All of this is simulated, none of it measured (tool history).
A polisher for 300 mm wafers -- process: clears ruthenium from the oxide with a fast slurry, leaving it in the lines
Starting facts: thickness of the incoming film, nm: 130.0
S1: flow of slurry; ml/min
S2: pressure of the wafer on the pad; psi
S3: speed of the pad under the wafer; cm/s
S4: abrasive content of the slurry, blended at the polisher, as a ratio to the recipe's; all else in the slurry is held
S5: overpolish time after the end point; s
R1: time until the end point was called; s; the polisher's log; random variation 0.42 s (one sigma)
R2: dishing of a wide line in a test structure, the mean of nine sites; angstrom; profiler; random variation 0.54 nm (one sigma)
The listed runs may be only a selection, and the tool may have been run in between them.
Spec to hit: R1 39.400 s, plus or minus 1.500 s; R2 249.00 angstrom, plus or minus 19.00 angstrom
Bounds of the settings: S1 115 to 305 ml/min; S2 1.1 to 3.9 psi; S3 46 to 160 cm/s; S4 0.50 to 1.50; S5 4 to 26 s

run  hour   S1   S2   S3    S4  S5      R1      R2
  1   0.0  195  2.5  102  1.00  13  29.624  390.16
  2   3.2  195  2.5  102  1.00   8  29.135  273.19
  3   4.2  155  2.5  102  1.00   8  29.806  270.15
  4   6.1  190  2.5  102  1.00   8  29.062  259.54
  5   7.3  190  3.1  102  1.00   8  23.971  314.14
  6   8.1  190  2.7  102  1.00   9  26.760  317.41
  7  13.5  185  2.4  102  1.00   9  30.658  286.86
  8  20.8  185  2.2  102  1.00   9  32.630  267.35
  9  26.7  185  2.2  102  1.00   9  33.531  260.43
 10  32.9  185  2.1  102  1.00   9  34.179  245.53
 11  37.3  185  2.0  102  1.00  10  37.070  273.76

5 next moves are on the table. One of them brings every result within its allowed miss. Which?
  A  41.7  185  2.0  102  1.10   9   ?   ?
  B  41.7  250  1.6  128  0.95   9   ?   ?
  C  41.7  205  1.9  100  0.95  13   ?   ?
  D  41.7  180  1.8  106  1.00  13   ?   ?
  E  41.7  175  1.7  112  0.95  10   ?   ?

move      R1      R2
   A  35.103  256.07
   B  35.236  255.20
   C  38.808  324.01
   D  38.630  325.30
   E  39.414  253.67
A: its largest miss is bigger than the last run's
B: its largest miss is bigger than the last run's
C: puts the biggest miss on target and leaves a different result outside tolerance
D: puts the biggest miss on target and leaves a different result outside tolerance
E: all results in spec
Correct choice: E, which meets every target

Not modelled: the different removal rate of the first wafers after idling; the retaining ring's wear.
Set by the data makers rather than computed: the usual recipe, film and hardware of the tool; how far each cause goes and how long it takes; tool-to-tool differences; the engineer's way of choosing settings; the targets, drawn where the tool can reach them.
